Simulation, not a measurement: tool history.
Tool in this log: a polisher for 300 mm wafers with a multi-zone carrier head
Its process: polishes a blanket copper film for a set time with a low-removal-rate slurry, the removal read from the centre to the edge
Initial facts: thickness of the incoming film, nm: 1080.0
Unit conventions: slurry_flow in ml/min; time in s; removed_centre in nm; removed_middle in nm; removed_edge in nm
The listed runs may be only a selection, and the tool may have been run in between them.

run  hour  slurry_flow  centre_zone  middle_zone  edge_zone  slurry_solids  time  removed_centre  removed_middle  removed_edge
  1   0.0          200         1.00         1.00       1.00           1.00    56          157.31          152.28        152.29
  2   5.4          200         1.00         1.00       1.00           1.10    56          156.19          152.99        154.56
  3  14.2          200         1.00         1.00       1.00           1.05    56          159.80          153.34        151.20
  4  19.5          200         1.00         1.08       1.00           1.05    56          157.86          162.23        154.53
  5  27.4          200         1.00         1.16       1.00           1.05    56          158.62          174.15        153.47
  6  30.7          200         0.94         1.16       1.00           1.05    56          149.15          176.03        153.77
  7  33.8          220         0.99         1.17       1.04           1.15    56          163.79          179.80        160.84
  8  35.5          235         1.00         1.18       1.07           1.25    56          169.27          191.35        169.22
  9  41.2          250         1.03         1.17       1.09           1.25    56          179.84          191.42        171.86
 10  49.4          260         1.04         1.16       1.11           1.25    56          181.88          189.79        174.77
 11  54.7          270         1.05         1.16       1.12           1.25    56          185.97          190.31        175.63

Run 12, settings as shown, results not yet in. Your forecast:
 12  56.9          275         1.05         1.16       1.13           1.25    56               ?               ?             ?

{"run 12": {"removed_centre": 184.92, "removed_middle": 191.49, "removed_edge": 177.2}}
